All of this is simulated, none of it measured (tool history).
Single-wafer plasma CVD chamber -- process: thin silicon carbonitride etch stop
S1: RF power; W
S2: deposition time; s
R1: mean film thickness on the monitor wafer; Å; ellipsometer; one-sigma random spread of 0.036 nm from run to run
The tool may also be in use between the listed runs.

run	hour	S1	S2	R1
1	0.0	255	13.8	93.579
2	1.5	235	13.8	90.896
3	5.0	245	14.1	94.220
4	9.9	255	14.4	97.410
5	11.9	255	16.1	108.380
6	15.1	285	16.1	112.980
7	16.3	290	16.1	113.010

What will run 8 give?
8	20.7	295	16.2	?

R1: 114.370 Å
